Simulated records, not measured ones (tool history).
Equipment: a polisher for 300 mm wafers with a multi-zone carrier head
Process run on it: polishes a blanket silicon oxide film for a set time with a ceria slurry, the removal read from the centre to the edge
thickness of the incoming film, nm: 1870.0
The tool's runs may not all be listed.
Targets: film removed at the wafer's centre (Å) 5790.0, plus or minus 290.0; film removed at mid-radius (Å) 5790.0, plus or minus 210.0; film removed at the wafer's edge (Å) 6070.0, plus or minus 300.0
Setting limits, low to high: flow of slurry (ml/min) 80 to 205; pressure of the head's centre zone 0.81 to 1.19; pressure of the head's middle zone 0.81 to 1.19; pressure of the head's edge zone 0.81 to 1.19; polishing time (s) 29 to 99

run,hour,flow of slurry (ml/min),pressure of the head's centre zone,pressure of the head's middle zone,pressure of the head's edge zone,polishing time (s),film removed at the wafer's centre (Å),film removed at mid-radius (Å),film removed at the wafer's edge (Å)
1,0.0,135,1.00,1.00,1.00,64,4323.5,4380.6,4378.5
2,3.3,140,1.01,1.00,1.03,68,4637.0,4683.9,4571.0
3,8.5,140,1.01,1.05,1.03,68,4771.6,4933.2,4626.6
4,9.2,135,1.00,1.02,1.04,73,4978.0,5077.5,4912.1
5,10.3,135,0.99,1.00,1.05,77,5184.5,5248.5,5070.7
6,11.5,145,0.99,1.00,1.05,77,5289.4,5363.9,5244.5
7,17.0,155,0.98,0.98,1.06,78,5630.1,5434.2,5573.6
8,18.3,175,0.93,1.01,1.12,79,5613.7,5803.2,5656.4
9,26.2,175,0.93,1.01,1.12,79,5636.6,5693.9,5790.6
10,33.4,175,0.92,1.01,1.13,79,5367.6,5713.6,5694.2
11,37.6,180,0.92,1.00,1.14,79,5412.4,5624.5,5793.0

Below are 4 possible settings for the next run. Only one of them brings all results inside the allowed miss of their targets. Which is it?
A,41.8,175,0.86,0.87,1.19,89,?,?,?
B,41.8,200,0.94,0.96,1.14,82,?,?,?
C,41.8,150,0.82,1.04,1.14,79,?,?,?
D,41.8,195,0.82,1.06,1.12,75,?,?,?

move,film removed at the wafer's centre (Å),film removed at mid-radius (Å),film removed at the wafer's edge (Å)
A,5846.1,5806.8,6650.3
B,5822.6,5932.1,6093.3
C,4890.5,5813.9,5649.8
D,4894.0,5879.6,5504.3
A: puts the biggest miss on target and leaves a different result outside tolerance
B: each result inside its tolerance
C: moves away from the targets compared with the last run
D: moves away from the targets compared with the last run
Answer: B

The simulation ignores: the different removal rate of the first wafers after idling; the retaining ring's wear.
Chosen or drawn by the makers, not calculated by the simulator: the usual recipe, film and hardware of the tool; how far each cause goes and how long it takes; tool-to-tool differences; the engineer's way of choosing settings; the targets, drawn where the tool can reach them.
